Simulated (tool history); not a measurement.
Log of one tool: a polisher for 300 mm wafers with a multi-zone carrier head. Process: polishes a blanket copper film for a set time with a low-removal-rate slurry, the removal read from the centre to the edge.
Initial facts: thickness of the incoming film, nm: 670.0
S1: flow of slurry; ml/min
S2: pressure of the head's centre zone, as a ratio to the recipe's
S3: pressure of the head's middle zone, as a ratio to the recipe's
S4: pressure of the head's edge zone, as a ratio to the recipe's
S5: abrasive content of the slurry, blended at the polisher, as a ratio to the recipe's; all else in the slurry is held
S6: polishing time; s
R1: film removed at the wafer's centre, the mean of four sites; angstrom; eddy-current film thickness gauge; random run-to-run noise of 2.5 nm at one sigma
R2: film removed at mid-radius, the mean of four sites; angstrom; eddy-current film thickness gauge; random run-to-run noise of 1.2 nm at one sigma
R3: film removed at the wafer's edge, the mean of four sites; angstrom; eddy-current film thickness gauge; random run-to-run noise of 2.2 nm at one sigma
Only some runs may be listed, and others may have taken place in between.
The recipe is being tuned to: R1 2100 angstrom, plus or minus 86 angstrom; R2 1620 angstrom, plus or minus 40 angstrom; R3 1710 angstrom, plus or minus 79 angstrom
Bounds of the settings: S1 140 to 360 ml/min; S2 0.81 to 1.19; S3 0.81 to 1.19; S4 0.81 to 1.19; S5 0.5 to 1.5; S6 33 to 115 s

run  hour   S1    S2    S3    S4   S5  S6      R1      R2      R3
  1     0  230     1     1     1    1  73    1325  1348.8  1354.7
  2   3.9  230     1     1     1    1  66    1204  1226.2  1207.4
  3     6  230     1     1  1.05    1  66  1179.6  1232.3  1192.1
  4  11.3  205     1     1  1.05    1  66  1175.6  1194.5  1196.9
  5  15.3  195  1.06     1  1.01  1.1  72  1380.5  1333.8  1338.1
  6  24.4  195  1.06     1  1.01    1  72  1351.7  1294.2  1308.6
  7  28.8  215   1.1  0.97  0.96  1.1  75  1503.4  1361.5  1363.5
  8    37  215   1.1  0.97  0.96  1.1  75  1517.3  1375.7  1384.3

Pick the move, out of 5, that brings all results within their allowed miss; only one does.
  A  45.2  205   1.1  0.86  0.98   1.1   93   ?   ?   ?
  B  45.2  210  1.12  0.92  0.99  1.05   93   ?   ?   ?
  C  45.2  245  1.18  0.87   0.9  1.35   90   ?   ?   ?
  D  45.2  255  1.19  0.84  0.95   0.9   98   ?   ?   ?
  E  45.2  230  1.03  0.81  1.01  0.85  108   ?   ?   ?

move      R1      R2      R3
   A  1822.9  1540.7    1703
   B  1842.2  1615.2  1693.9
   C  2054.8  1628.2  1702.3
   D  2039.2  1555.9  1715.6
   E  1884.9  1618.5  1898.9
A: an improvement on the last run, though not all results are within tolerance
B: an improvement on the last run, though not all results are within tolerance
C: all results land within tolerance of their targets
D: puts the biggest miss on target and leaves a different result outside tolerance
E: an improvement on the last run, though not all results are within tolerance
The right move is C.
